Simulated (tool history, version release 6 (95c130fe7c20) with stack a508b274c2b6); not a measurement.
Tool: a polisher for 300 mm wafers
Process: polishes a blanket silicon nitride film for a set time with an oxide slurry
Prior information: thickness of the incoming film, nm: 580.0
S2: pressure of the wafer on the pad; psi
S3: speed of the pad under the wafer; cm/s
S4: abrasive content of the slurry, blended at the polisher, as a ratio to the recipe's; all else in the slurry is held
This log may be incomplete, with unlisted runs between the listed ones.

Run 1, hour 0: flow of slurry (ml/min) 300, S2 4.8 psi, S3 90 cm/s, S4 1, polishing time (s) 18. Result: film removed (nm) 14.075.
Run 2, hour 5.9: flow of slurry (ml/min) 300, S2 5.5 psi, S3 90 cm/s, S4 1, polishing time (s) 18. Result: film removed (nm) 15.916.
Run 3, hour 6.7: flow of slurry (ml/min) 300, S2 5.5 psi, S3 90 cm/s, S4 1, polishing time (s) 15. Result: film removed (nm) 13.106.
Run 4, hour 10.1: flow of slurry (ml/min) 305, S2 5.8 psi, S3 90 cm/s, S4 1, polishing time (s) 15. Result: film removed (nm) 13.782.
Run 5, hour 13: flow of slurry (ml/min) 305, S2 6.1 psi, S3 92 cm/s, S4 1, polishing time (s) 15. Result: film removed (nm) 14.869.
Run 6, hour 21.6: flow of slurry (ml/min) 305, S2 6.1 psi, S3 92 cm/s, S4 0.9, polishing time (s) 15. Result: film removed (nm) 14.322.
Run 7, hour 27.6: flow of slurry (ml/min) 305, S2 6.3 psi, S3 92 cm/s, S4 0.9, polishing time (s) 15. Result: film removed (nm) 14.63.
Run 8, hour 34.2: flow of slurry (ml/min) 305, S2 6.5 psi, S3 92 cm/s, S4 0.9, polishing time (s) 15. Result: film removed (nm) 15.176.
Run 9, hour 42.7: flow of slurry (ml/min) 305, S2 6.7 psi, S3 92 cm/s, S4 0.9, polishing time (s) 15. Result: film removed (nm) 15.514.
At hour 43.4: slurry blender recalibrated.
Run 10, hour 43.4: flow of slurry (ml/min) 305, S2 6.8 psi, S3 92 cm/s, S4 0.9, polishing time (s) 15. Result: film removed (nm) 16.681.

Expected results for the next run?
Run 11, hour 47.8: flow of slurry (ml/min) 305, S2 6.9 psi, S3 92 cm/s, S4 0.9, polishing time (s) 15. Result: film removed (nm) ?.

Run 11 measured film removed (nm) 16.836.

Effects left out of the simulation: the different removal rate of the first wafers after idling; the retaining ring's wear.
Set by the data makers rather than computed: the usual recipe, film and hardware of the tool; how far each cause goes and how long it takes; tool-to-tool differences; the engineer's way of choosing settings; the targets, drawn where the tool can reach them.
